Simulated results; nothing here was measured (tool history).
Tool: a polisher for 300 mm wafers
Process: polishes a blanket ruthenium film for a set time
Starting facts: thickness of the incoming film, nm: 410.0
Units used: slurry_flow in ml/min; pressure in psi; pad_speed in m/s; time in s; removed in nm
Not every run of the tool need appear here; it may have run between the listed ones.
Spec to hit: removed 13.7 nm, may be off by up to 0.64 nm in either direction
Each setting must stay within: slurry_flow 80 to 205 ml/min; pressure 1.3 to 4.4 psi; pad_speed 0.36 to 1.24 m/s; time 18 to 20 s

{"run": 1, "hour": 0.0, "slurry_flow": 135, "pressure": 2.8, "pad_speed": 0.8, "time": 20, "removed": 23.353}
{"run": 2, "hour": 3.9, "slurry_flow": 135, "pressure": 2.8, "pad_speed": 0.92, "time": 20, "removed": 26.798}
{"run": 3, "hour": 6.5, "slurry_flow": 135, "pressure": 2.6, "pad_speed": 0.9, "time": 20, "removed": 23.894}
{"run": 4, "hour": 7.4, "slurry_flow": 135, "pressure": 2.4, "pad_speed": 0.9, "time": 20, "removed": 22.681}
{"run": 5, "hour": 13.5, "slurry_flow": 135, "pressure": 2.4, "pad_speed": 0.74, "time": 20, "removed": 18.812}
{"run": 6, "hour": 22.0, "slurry_flow": 135, "pressure": 2.4, "pad_speed": 0.74, "time": 20, "removed": 18.886}
{"run": 7, "hour": 30.3, "slurry_flow": 135, "pressure": 2.4, "pad_speed": 0.74, "time": 20, "removed": 18.543}
{"run": 8, "hour": 32.0, "slurry_flow": 135, "pressure": 2.4, "pad_speed": 0.74, "time": 20, "removed": 18.647}
{"run": 9, "hour": 32.6, "slurry_flow": 135, "pressure": 2.3, "pad_speed": 0.74, "time": 20, "removed": 18.11}
{"run": 10, "hour": 36.7, "slurry_flow": 135, "pressure": 2.2, "pad_speed": 0.74, "time": 20, "removed": 17.343}
{"run": 11, "hour": 38.1, "slurry_flow": 135, "pressure": 2.1, "pad_speed": 0.74, "time": 20, "removed": 16.592}
{"run": 12, "hour": 44.5, "slurry_flow": 135, "pressure": 2, "pad_speed": 0.74, "time": 20, "removed": 15.71}
{"run": 13, "hour": 48.7, "slurry_flow": 130, "pressure": 1.8, "pad_speed": 0.74, "time": 20, "removed": 14.516}

Which single option among these 5 for the next run brings every result within its allowed miss of target? Just one does.
{"run": "A", "hour": 52.9, "slurry_flow": 95, "pressure": 2.4, "pad_speed": 0.72, "time": 18, "removed": "?"}
{"run": "B", "hour": 52.9, "slurry_flow": 95, "pressure": 1.4, "pad_speed": 0.9, "time": 20, "removed": "?"}
{"run": "C", "hour": 52.9, "slurry_flow": 135, "pressure": 2, "pad_speed": 0.64, "time": 18, "removed": "?"}
{"run": "D", "hour": 52.9, "slurry_flow": 130, "pressure": 1.9, "pad_speed": 0.8, "time": 20, "removed": "?"}
{"run": "E", "hour": 52.9, "slurry_flow": 115, "pressure": 1.8, "pad_speed": 0.8, "time": 20, "removed": "?"}

move=A removed=15.13
move=B removed=13.317
move=C removed=12.266
move=D removed=16.097
move=E removed=15.078
A: further off than the last run
B: hits every target within its allowed miss
C: takes the result that was furthest off past its target
D: further off than the last run
E: further off than the last run
The move that meets every target is B.

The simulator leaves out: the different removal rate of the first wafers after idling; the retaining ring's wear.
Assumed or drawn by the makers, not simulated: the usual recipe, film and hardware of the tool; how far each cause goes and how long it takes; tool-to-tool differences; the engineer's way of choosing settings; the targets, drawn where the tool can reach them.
